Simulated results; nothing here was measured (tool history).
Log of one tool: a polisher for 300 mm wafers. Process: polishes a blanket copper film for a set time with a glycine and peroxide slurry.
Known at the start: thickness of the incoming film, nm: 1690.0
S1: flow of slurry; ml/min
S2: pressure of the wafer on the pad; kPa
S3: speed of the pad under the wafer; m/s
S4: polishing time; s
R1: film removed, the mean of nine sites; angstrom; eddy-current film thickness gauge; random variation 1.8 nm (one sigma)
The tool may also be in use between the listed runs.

run    day   S1    S2    S3  S4      R1
  1      0  140  11.7  1.18  42  1900.3
  2  0.158  140     9  1.18  42  1634.1
  3  0.225  140     9  0.94  42  1425.9
  4    0.5  140     9  0.82  42  1284.8
  5  0.696  140     9  0.82  37  1166.2
  6  0.808  145   9.7  0.84  37  1234.7
  7  0.908  145  10.3  0.86  37  1274.4

Run 8 comes next. What will it give?
  8  0.979  145  11  0.88  37   ?

R1: 1327.4 angstrom
